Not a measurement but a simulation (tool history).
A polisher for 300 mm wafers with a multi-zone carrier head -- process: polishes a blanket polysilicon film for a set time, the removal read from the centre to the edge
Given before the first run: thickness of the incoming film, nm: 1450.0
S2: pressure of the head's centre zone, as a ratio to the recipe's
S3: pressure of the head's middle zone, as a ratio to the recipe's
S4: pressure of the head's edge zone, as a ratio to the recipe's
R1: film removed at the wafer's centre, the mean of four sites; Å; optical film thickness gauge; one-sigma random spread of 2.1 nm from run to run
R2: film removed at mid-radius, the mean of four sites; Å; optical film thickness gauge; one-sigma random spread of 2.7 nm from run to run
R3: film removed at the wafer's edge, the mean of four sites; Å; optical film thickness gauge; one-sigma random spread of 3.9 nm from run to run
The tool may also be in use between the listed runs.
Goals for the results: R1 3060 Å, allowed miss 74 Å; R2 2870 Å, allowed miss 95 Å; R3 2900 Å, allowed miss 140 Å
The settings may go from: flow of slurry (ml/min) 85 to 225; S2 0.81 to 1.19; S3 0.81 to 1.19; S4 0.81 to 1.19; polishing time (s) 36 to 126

Run 1, hour 0: flow of slurry (ml/min) 145, S2 1, S3 1, S4 1, polishing time (s) 81. Result: R1 3770.8 Å, R2 3664.3 Å, R3 3740.2 Å.
Run 2, hour 8.7: flow of slurry (ml/min) 130, S2 1, S3 1, S4 1, polishing time (s) 81. Result: R1 3675.9 Å, R2 3566.6 Å, R3 3768.1 Å.
Run 3, hour 11.8: flow of slurry (ml/min) 130, S2 1, S3 0.93, S4 1, polishing time (s) 81. Result: R1 3637.7 Å, R2 3387.9 Å, R3 3616.1 Å.
Run 4, hour 14.9: flow of slurry (ml/min) 130, S2 1.08, S3 0.93, S4 1, polishing time (s) 81. Result: R1 3798.5 Å, R2 3366.5 Å, R3 3679.8 Å.
Run 5, hour 16.5: flow of slurry (ml/min) 130, S2 1.08, S3 0.89, S4 1, polishing time (s) 81. Result: R1 3779.2 Å, R2 3222.2 Å, R3 3681.8 Å.
Run 6, hour 20.4: flow of slurry (ml/min) 130, S2 1.04, S3 0.89, S4 0.95, polishing time (s) 79. Result: R1 3639.7 Å, R2 3139 Å, R3 3452.6 Å.
Run 7, hour 23.9: flow of slurry (ml/min) 125, S2 0.99, S3 0.89, S4 0.92, polishing time (s) 78. Result: R1 3470.7 Å, R2 3095.5 Å, R3 3428.4 Å.
Run 8, hour 26.2: flow of slurry (ml/min) 135, S2 0.97, S3 0.9, S4 0.89, polishing time (s) 74. Result: R1 3331.7 Å, R2 2981.9 Å, R3 3133 Å.
Run 9, hour 35.3: flow of slurry (ml/min) 130, S2 0.95, S3 0.91, S4 0.87, polishing time (s) 73. Result: R1 3171.4 Å, R2 2956.6 Å, R3 3020.2 Å.
Run 10, hour 40.5: flow of slurry (ml/min) 125, S2 0.95, S3 0.91, S4 0.86, polishing time (s) 73. Result: R1 3150.8 Å, R2 2936.5 Å, R3 3012.7 Å.

Pick the move, out of 5, that brings all results within their allowed miss; only one does.
Run A, hour 45.7: flow of slurry (ml/min) 180, S2 1.09, S3 0.93, S4 0.81, polishing time (s) 59. Result: R1 ?, R2 ?, R3 ?.
Run B, hour 45.7: flow of slurry (ml/min) 165, S2 0.96, S3 0.93, S4 0.89, polishing time (s) 66. Result: R1 ?, R2 ?, R3 ?.
Run C, hour 45.7: flow of slurry (ml/min) 125, S2 0.89, S3 0.92, S4 0.83, polishing time (s) 70. Result: R1 ?, R2 ?, R3 ?.
Run D, hour 45.7: flow of slurry (ml/min) 130, S2 0.97, S3 0.86, S4 0.84, polishing time (s) 70. Result: R1 ?, R2 ?, R3 ?.
Run E, hour 45.7: flow of slurry (ml/min) 200, S2 1.06, S3 1.02, S4 0.81, polishing time (s) 59. Result: R1 ?, R2 ?, R3 ?.

move      R1      R2      R3
   A  3048.7  2600.7  2513.9
   B  3079.4  2865.3  2899.7
   C  2902.5  2833.3  2852.9
   D  3101.6  2705.3  2890.4
   E  3050.4  2858.9  2542.5
A: the worst result of the last run now meets its target, but another is out of spec
B: all results land within tolerance of their targets
C: takes the biggest miss from the last run beyond its target
D: the worst result of the last run now meets its target, but another is out of spec
E: the worst result of the last run now meets its target, but another is out of spec
B is the move that brings every result within its allowed miss.
